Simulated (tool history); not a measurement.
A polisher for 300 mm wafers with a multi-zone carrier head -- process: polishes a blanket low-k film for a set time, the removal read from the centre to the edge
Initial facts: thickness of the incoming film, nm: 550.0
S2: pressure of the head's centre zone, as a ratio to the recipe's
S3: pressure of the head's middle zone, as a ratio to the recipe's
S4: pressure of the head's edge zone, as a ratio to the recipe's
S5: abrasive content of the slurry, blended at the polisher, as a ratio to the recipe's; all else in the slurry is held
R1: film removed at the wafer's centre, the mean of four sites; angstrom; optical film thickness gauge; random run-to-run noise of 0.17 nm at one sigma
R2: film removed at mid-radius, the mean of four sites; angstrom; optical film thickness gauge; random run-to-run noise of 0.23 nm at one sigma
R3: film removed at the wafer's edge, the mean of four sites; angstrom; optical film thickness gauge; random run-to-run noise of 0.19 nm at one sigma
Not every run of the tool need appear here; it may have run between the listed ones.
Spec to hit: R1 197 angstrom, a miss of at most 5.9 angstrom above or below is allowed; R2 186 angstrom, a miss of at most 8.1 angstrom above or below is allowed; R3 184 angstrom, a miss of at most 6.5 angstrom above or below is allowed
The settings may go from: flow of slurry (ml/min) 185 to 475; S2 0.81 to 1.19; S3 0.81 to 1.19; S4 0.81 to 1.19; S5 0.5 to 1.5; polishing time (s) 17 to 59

{"run": 1, "day": 0.0, "flow of slurry (ml/min)": 305, "S2": 1, "S3": 1, "S4": 1, "S5": 1, "polishing time (s)": 38, "R1": 152.03, "R2": 153.39, "R3": 148.04}
{"run": 2, "day": 0.271, "flow of slurry (ml/min)": 305, "S2": 1, "S3": 1, "S4": 1, "S5": 1, "polishing time (s)": 32, "R1": 127.49, "R2": 127.05, "R3": 125.34}
{"run": 3, "day": 0.633, "flow of slurry (ml/min)": 365, "S2": 1, "S3": 1, "S4": 1, "S5": 1, "polishing time (s)": 32, "R1": 130.28, "R2": 130.64, "R3": 128.56}
{"run": 4, "day": 0.979, "flow of slurry (ml/min)": 370, "S2": 1.02, "S3": 1.01, "S4": 1.03, "S5": 1.1, "polishing time (s)": 32, "R1": 140.22, "R2": 141.7, "R3": 134.82}
{"run": 5, "day": 1.088, "flow of slurry (ml/min)": 425, "S2": 1.02, "S3": 1.01, "S4": 1.03, "S5": 1.1, "polishing time (s)": 32, "R1": 141.44, "R2": 141.3, "R3": 138.74}
{"run": 6, "day": 1.283, "flow of slurry (ml/min)": 425, "S2": 0.95, "S3": 1.01, "S4": 1.03, "S5": 1.1, "polishing time (s)": 32, "R1": 131.53, "R2": 142.33, "R3": 139.15}
{"run": 7, "day": 1.358, "flow of slurry (ml/min)": 430, "S2": 0.98, "S3": 1, "S4": 1.05, "S5": 1.2, "polishing time (s)": 33, "R1": 147.92, "R2": 150.94, "R3": 149.53}
{"run": 8, "day": 1.396, "flow of slurry (ml/min)": 405, "S2": 1.05, "S3": 1.03, "S4": 1.12, "S5": 1.45, "polishing time (s)": 36, "R1": 183.61, "R2": 181.31, "R3": 179.49}
{"run": 9, "day": 1.671, "flow of slurry (ml/min)": 410, "S2": 1.06, "S3": 1.03, "S4": 1.12, "S5": 1.45, "polishing time (s)": 36, "R1": 187.47, "R2": 184.4, "R3": 179.21}
{"run": 10, "day": 1.704, "flow of slurry (ml/min)": 415, "S2": 1.07, "S3": 1.03, "S4": 1.12, "S5": 1.45, "polishing time (s)": 36, "R1": 190.03, "R2": 181.72, "R3": 180.74}
{"run": 11, "day": 1.762, "flow of slurry (ml/min)": 415, "S2": 1.07, "S3": 1.03, "S4": 1.12, "S5": 1.45, "polishing time (s)": 36, "R1": 188.93, "R2": 180.73, "R3": 177.95}

Which one of the following 5 next-run settings gets every result inside its allowed miss? There is exactly one.
{"run": "A", "day": 1.821, "flow of slurry (ml/min)": 405, "S2": 1.02, "S3": 1.16, "S4": 1.14, "S5": 1.05, "polishing time (s)": 40, "R1": "?", "R2": "?", "R3": "?"}
{"run": "B", "day": 1.821, "flow of slurry (ml/min)": 385, "S2": 1.07, "S3": 1, "S4": 1.08, "S5": 1.5, "polishing time (s)": 35, "R1": "?", "R2": "?", "R3": "?"}
{"run": "C", "day": 1.821, "flow of slurry (ml/min)": 475, "S2": 0.99, "S3": 1.04, "S4": 1.1, "S5": 1.45, "polishing time (s)": 36, "R1": "?", "R2": "?", "R3": "?"}
{"run": "D", "day": 1.821, "flow of slurry (ml/min)": 405, "S2": 1, "S3": 0.96, "S4": 1.14, "S5": 1.5, "polishing time (s)": 36, "R1": "?", "R2": "?", "R3": "?"}
{"run": "E", "day": 1.821, "flow of slurry (ml/min)": 400, "S2": 1.09, "S3": 1.03, "S4": 1.15, "S5": 1.5, "polishing time (s)": 36, "R1": "?", "R2": "?", "R3": "?"}

move=A R1=172.46 R2=189.87 R3=175.08
move=B R1=185.05 R2=171.27 R3=177.15
move=C R1=177.17 R2=183.02 R3=183.11
move=D R1=178.64 R2=171.05 R3=185.76
move=E R1=194.7 R2=181.23 R3=185.9
A: further off than the last run
B: further off than the last run
C: further off than the last run
D: further off than the last run
E: all results in spec
E meets every target.
